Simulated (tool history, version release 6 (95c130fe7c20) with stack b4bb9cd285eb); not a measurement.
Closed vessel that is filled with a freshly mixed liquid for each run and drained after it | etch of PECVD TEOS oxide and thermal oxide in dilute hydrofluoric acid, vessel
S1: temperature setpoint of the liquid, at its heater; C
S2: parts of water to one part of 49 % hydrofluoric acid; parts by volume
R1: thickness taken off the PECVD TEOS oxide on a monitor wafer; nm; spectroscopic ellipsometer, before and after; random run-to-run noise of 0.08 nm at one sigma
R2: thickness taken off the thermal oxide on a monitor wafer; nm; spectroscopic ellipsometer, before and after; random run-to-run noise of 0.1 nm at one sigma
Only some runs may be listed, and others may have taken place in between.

run 1 day=0 | S1=21 S2=235 time_in_the_liquid_(s)=65 | R1=5.3272 R2=0.80532
run 2 day=0.271 | S1=21 S2=305 time_in_the_liquid_(s)=65 | R1=3.8171 R2=0.60491
run 3 day=0.529 | S1=23 S2=305 time_in_the_liquid_(s)=65 | R1=4.1237 R2=0.65407
run 4 day=0.838 | S1=23 S2=305 time_in_the_liquid_(s)=90 | R1=5.7448 R2=0.90396
run 5 day=1.017 | S1=25 S2=305 time_in_the_liquid_(s)=90 | R1=6.1066 R2=0.99367
run 6 day=1.117 | S1=26 S2=270 time_in_the_liquid_(s)=90 | R1=7.4312 R2=1.1988
run 7 day=1.379 | S1=26 S2=270 time_in_the_liquid_(s)=90 | R1=7.497 R2=1.2325
run 8 day=1.717 | S1=26.5 S2=245 time_in_the_liquid_(s)=90 | R1=8.5692 R2=1.434

Run 9 is up next; what results do you expect?
run 9 day=1.938 | S1=29 S2=150 time_in_the_liquid_(s)=90 | R1=? R2=?

For run 9 the tool returned R1 17.144 nm, R2 2.7537 nm.

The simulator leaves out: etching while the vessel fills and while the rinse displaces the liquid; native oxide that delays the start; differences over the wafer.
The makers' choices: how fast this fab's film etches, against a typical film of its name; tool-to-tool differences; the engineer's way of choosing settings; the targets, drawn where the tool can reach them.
